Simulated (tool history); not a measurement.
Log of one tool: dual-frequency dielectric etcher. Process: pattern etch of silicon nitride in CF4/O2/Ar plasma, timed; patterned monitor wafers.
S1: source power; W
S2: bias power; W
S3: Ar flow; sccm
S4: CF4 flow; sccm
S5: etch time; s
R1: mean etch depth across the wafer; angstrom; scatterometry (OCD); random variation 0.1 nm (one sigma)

run,hour,S1,S2,S3,S4,S5,R1
1,0.0,610,53,127,90,16,334.52
2,6.3,600,53,127,90,16,330.70
3,14.0,600,49,127,90,16,323.66
4,22.5,590,49,127,90,16,318.43
5,26.4,590,54,127,90,16,326.79
6,31.9,590,54,135,90,16,322.48

Forecast run 7:
7,39.4,590,54,135,90,16,?

R1: 322.15 angstrom

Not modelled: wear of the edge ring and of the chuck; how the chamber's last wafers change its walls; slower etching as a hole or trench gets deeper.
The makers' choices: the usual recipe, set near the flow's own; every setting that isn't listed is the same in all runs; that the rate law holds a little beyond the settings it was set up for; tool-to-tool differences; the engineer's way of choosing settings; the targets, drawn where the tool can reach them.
